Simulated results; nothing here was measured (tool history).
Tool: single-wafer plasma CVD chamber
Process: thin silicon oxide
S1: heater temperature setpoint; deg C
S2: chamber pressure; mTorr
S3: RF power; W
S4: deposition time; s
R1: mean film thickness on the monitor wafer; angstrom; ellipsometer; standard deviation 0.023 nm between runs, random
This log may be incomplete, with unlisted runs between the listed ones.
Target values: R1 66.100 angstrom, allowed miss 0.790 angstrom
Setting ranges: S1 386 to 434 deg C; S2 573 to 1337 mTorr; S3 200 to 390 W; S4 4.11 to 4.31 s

{"run": 1, "hour": 0.0, "S1": 410, "S2": 955, "S3": 295, "S4": 4.31, "R1": 85.238}
{"run": 2, "hour": 6.2, "S1": 410, "S2": 894, "S3": 295, "S4": 4.31, "R1": 81.046}
{"run": 3, "hour": 14.6, "S1": 410, "S2": 845, "S3": 295, "S4": 4.31, "R1": 77.252}
{"run": 4, "hour": 22.0, "S1": 410, "S2": 810, "S3": 295, "S4": 4.31, "R1": 74.317}
{"run": 5, "hour": 29.1, "S1": 410, "S2": 786, "S3": 295, "S4": 4.31, "R1": 71.929}
{"run": 6, "hour": 31.2, "S1": 419, "S2": 786, "S3": 295, "S4": 4.31, "R1": 71.034}
{"run": 7, "hour": 40.2, "S1": 421, "S2": 775, "S3": 295, "S4": 4.31, "R1": 69.899}
{"run": 8, "hour": 48.0, "S1": 423, "S2": 767, "S3": 295, "S4": 4.31, "R1": 69.413}
{"run": 9, "hour": 53.7, "S1": 424, "S2": 759, "S3": 295, "S4": 4.31, "R1": 68.027}
{"run": 10, "hour": 56.3, "S1": 425, "S2": 757, "S3": 295, "S4": 4.31, "R1": 68.176}
{"run": 11, "hour": 62.7, "S1": 425, "S2": 757, "S3": 295, "S4": 4.31, "R1": 68.357}
{"run": 12, "hour": 71.5, "S1": 425, "S2": 709, "S3": 295, "S4": 4.31, "R1": 63.329}
{"run": 13, "hour": 72.6, "S1": 423, "S2": 714, "S3": 295, "S4": 4.31, "R1": 64.01}
{"run": 14, "hour": 76.1, "S1": 422, "S2": 718, "S3": 295, "S4": 4.31, "R1": 64.597}
{"run": 15, "hour": 84.3, "S1": 421, "S2": 721, "S3": 295, "S4": 4.31, "R1": 64.616}
{"run": 16, "hour": 87.1, "S1": 421, "S2": 724, "S3": 295, "S4": 4.31, "R1": 65.366}
{"run": 17, "hour": 87.6, "S1": 421, "S2": 725, "S3": 295, "S4": 4.31, "R1": 65.148}
{"hour": 88.2, "done": "capacitance manometer re-zeroed and calibrated"}
{"run": 18, "hour": 88.2, "S1": 421, "S2": 727, "S3": 295, "S4": 4.31, "R1": 67.74}
{"run": 19, "hour": 92.3, "S1": 422, "S2": 726, "S3": 295, "S4": 4.31, "R1": 67.87}
{"run": 20, "hour": 93.9, "S1": 422, "S2": 688, "S3": 295, "S4": 4.31, "R1": 64.068}
{"run": 21, "hour": 95.3, "S1": 420, "S2": 690, "S3": 295, "S4": 4.31, "R1": 64.372}
{"run": 22, "hour": 96.3, "S1": 419, "S2": 692, "S3": 295, "S4": 4.31, "R1": 64.525}
{"run": 23, "hour": 105.0, "S1": 418, "S2": 694, "S3": 295, "S4": 4.31, "R1": 65.276}
{"run": 24, "hour": 112.8, "S1": 417, "S2": 695, "S3": 295, "S4": 4.31, "R1": 65.402}
{"run": 25, "hour": 120.6, "S1": 417, "S2": 696, "S3": 295, "S4": 4.31, "R1": 65.215}

Consider the 5 candidate settings below. Which is the only one whose results all fall within their allowed miss of target?
{"run": "A", "hour": 128.4, "S1": 424, "S2": 834, "S3": 245, "S4": 4.11, "R1": "?"}
{"run": "B", "hour": 128.4, "S1": 419, "S2": 681, "S3": 295, "S4": 4.31, "R1": "?"}
{"run": "C", "hour": 128.4, "S1": 425, "S2": 705, "S3": 310, "S4": 4.11, "R1": "?"}
{"run": "D", "hour": 128.4, "S1": 415, "S2": 716, "S3": 300, "S4": 4.3, "R1": "?"}
{"run": "E", "hour": 128.4, "S1": 420, "S2": 709, "S3": 280, "S4": 4.29, "R1": "?"}

move=A R1=66.763
move=B R1=63.961
move=C R1=64.798
move=D R1=68.244
move=E R1=64.527
A: in spec on every target
B: lands further from the targets than the last run did
C: lands further from the targets than the last run did
D: pushes the last run's worst result past its target
E: lands further from the targets than the last run did
Go with A: it meets all targets.

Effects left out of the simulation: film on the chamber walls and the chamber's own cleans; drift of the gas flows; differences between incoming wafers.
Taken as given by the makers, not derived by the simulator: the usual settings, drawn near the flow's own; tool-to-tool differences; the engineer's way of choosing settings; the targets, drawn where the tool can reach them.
